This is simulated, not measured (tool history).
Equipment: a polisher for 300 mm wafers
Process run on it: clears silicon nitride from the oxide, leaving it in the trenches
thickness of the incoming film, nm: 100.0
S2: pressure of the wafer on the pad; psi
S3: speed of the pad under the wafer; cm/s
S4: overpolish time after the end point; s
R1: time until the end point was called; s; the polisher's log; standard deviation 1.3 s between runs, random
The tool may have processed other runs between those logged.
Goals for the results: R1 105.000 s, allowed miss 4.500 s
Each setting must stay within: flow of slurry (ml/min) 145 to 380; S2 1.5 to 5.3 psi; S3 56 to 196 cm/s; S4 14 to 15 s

run 1 hour=0.0 | flow_of_slurry_(ml/min)=245 S2=3.4 S3=126 S4=14 | R1=59.825
run 2 hour=0.6 | flow_of_slurry_(ml/min)=245 S2=2.9 S3=124 S4=14 | R1=73.978
run 3 hour=7.0 | flow_of_slurry_(ml/min)=245 S2=2.7 S3=124 S4=14 | R1=75.265
run 4 hour=13.1 | flow_of_slurry_(ml/min)=245 S2=2.7 S3=146 S4=14 | R1=65.376
run 5 hour=14.8 | flow_of_slurry_(ml/min)=245 S2=2.4 S3=142 S4=14 | R1=74.678
run 6 hour=17.6 | flow_of_slurry_(ml/min)=245 S2=2.2 S3=140 S4=14 | R1=82.104
run 7 hour=26.5 | flow_of_slurry_(ml/min)=245 S2=2.0 S3=140 S4=14 | R1=90.475
run 8 hour=31.0 | flow_of_slurry_(ml/min)=245 S2=1.9 S3=140 S4=14 | R1=92.755
run 9 hour=38.7 | flow_of_slurry_(ml/min)=245 S2=1.5 S3=138 S4=14 | R1=119.480
run 10 hour=47.5 | flow_of_slurry_(ml/min)=245 S2=1.6 S3=138 S4=14 | R1=115.490

Which single option among these 4 for the next run brings every result within its allowed miss of target? Just one does.
run A hour=56.3 | flow_of_slurry_(ml/min)=280 S2=1.9 S3=104 S4=15 | R1=?
run B hour=56.3 | flow_of_slurry_(ml/min)=310 S2=2.2 S3=108 S4=14 | R1=?
run C hour=56.3 | flow_of_slurry_(ml/min)=265 S2=1.7 S3=124 S4=15 | R1=?
run D hour=56.3 | flow_of_slurry_(ml/min)=265 S2=1.5 S3=126 S4=14 | R1=?

move=A R1=125.520
move=B R1=104.250
move=C R1=118.310
move=D R1=131.000
A: the biggest miss grows against the last run
B: hits every target within its allowed miss
C: the biggest miss grows against the last run
D: the biggest miss grows against the last run
B is the move that brings every result within its allowed miss.
